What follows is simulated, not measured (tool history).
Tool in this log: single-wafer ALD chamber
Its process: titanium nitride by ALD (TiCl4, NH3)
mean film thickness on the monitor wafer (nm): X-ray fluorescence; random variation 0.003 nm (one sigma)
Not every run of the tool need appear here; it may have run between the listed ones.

| run | hour | heater temperature setpoint (°C) | number of ALD cycles (cycles) | NH3 pulse time (s) | mean film thickness on the monitor wafer (nm) |
|---|---|---|---|---|---|
| 1 | 0 | 390 | 53 | 1.68 | 1.253 |
| 2 | 2.9 | 382 | 53 | 1.68 | 1.2541 |
| 3 | 4.2 | 393 | 53 | 1.68 | 1.262 |
| 4 | 7.4 | 391 | 53 | 1.54 | 1.2469 |
| 5 | 13.6 | 400 | 53 | 1.54 | 1.2666 |
| 6 | 22.5 | 400 | 53 | 1.54 | 1.2644 |

What does the tool deliver on the next run?
| 7 | 30.5 | 398 | 53 | 1.43 | ? |

{"run 7": {"mean film thickness on the monitor wafer (nm)": 1.2587}}
